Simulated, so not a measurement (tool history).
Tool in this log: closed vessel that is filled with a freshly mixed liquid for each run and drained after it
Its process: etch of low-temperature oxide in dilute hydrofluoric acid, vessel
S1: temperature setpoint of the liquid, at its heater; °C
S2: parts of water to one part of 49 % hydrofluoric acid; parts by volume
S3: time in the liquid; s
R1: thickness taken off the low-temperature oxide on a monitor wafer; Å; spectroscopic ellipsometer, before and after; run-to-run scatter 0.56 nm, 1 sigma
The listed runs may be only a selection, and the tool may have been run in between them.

{"run": 1, "day": 0.0, "S1": 22, "S2": 80, "S3": 605, "R1": 803.77}
{"run": 2, "day": 0.146, "S1": 22, "S2": 80, "S3": 650, "R1": 861.02}
{"run": 3, "day": 0.229, "S1": 22, "S2": 80, "S3": 605, "R1": 787.16}
{"run": 4, "day": 0.333, "S1": 22, "S2": 80, "S3": 650, "R1": 853.02}
{"run": 5, "day": 0.5, "S1": 23, "S2": 80, "S3": 650, "R1": 896.89}
{"run": 6, "day": 0.788, "S1": 23, "S2": 80, "S3": 650, "R1": 889.67}
{"run": 7, "day": 0.846, "S1": 24, "S2": 80, "S3": 650, "R1": 918.21}
{"run": 8, "day": 1.171, "S1": 24.5, "S2": 80, "S3": 650, "R1": 950.21}

What does the tool deliver on the next run?
{"run": 9, "day": 1.354, "S1": 25, "S2": 80, "S3": 650, "R1": "?"}

Run 9 measured R1 962.39 Å.
